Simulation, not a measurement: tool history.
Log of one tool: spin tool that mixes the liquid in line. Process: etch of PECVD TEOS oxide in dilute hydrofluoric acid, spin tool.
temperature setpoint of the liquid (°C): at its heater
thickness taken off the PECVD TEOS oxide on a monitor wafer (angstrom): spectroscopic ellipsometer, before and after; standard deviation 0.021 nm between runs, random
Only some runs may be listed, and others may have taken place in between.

| run | day | temperature setpoint of the liquid (°C) | parts of water to one part of 49 % hydrofluoric acid (parts by volume) | time under the liquid (s) | thickness taken off the PECVD TEOS oxide on a monitor wafer (angstrom) |
|---|---|---|---|---|---|
| 1 | 0.000 | 25.0 | 300 | 85 | 49.811 |
| 2 | 0.188 | 23.0 | 325 | 85 | 42.200 |
| 3 | 0.392 | 23.0 | 255 | 85 | 57.341 |
| 4 | 0.596 | 21.5 | 290 | 85 | 45.936 |
| 5 | 0.771 | 20.5 | 315 | 85 | 39.978 |
| 6 | 0.792 | 19.5 | 330 | 85 | 36.472 |

Estimate the outcome of run 7 from the log above:
| 7 | 1.167 | 19.0 | 345 | 85 | ? |

{"run 7": {"thickness taken off the PECVD TEOS oxide on a monitor wafer (angstrom)": 33.717}}

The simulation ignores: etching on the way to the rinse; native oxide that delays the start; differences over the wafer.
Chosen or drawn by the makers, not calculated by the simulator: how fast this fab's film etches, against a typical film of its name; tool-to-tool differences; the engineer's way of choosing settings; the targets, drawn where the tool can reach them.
